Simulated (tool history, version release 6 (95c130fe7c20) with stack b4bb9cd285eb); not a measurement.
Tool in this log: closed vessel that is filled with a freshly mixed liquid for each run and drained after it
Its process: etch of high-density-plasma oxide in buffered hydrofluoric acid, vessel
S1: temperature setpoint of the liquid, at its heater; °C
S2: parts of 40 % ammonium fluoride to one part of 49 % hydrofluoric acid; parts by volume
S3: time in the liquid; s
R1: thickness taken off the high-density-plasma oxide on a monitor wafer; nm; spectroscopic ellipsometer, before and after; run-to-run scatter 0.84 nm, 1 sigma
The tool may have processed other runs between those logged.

{"run": 1, "hour": 0.0, "S1": 21, "S2": 9, "S3": 30, "R1": 77.702}
{"run": 2, "hour": 5.2, "S1": 21, "S2": 9, "S3": 30, "R1": 76.341}
{"run": 3, "hour": 8.1, "S1": 21, "S2": 9, "S3": 30, "R1": 77.32}
{"run": 4, "hour": 12.4, "S1": 21, "S2": 9, "S3": 30, "R1": 77.382}
{"run": 5, "hour": 13.9, "S1": 18, "S2": 9, "S3": 30, "R1": 65.423}
{"hour": 15.0, "done": "hydrofluoric acid flow meter replaced"}
{"run": 6, "hour": 15.0, "S1": 18, "S2": 11, "S3": 30, "R1": 50.081}
{"run": 7, "hour": 23.6, "S1": 19.5, "S2": 11, "S3": 30, "R1": 54.838}
{"run": 8, "hour": 24.6, "S1": 21, "S2": 11, "S3": 30, "R1": 59.42}
{"run": 9, "hour": 30.4, "S1": 22, "S2": 11, "S3": 30, "R1": 63.531}
{"run": 10, "hour": 33.1, "S1": 26, "S2": 11, "S3": 30, "R1": 77.274}
{"run": 11, "hour": 39.7, "S1": 26.5, "S2": 11, "S3": 30, "R1": 80.123}

For run 12, what comes out?
{"run": 12, "hour": 45.8, "S1": 27, "S2": 11, "S3": 30, "R1": "?"}

{"run 12": {"R1": 82.252}}

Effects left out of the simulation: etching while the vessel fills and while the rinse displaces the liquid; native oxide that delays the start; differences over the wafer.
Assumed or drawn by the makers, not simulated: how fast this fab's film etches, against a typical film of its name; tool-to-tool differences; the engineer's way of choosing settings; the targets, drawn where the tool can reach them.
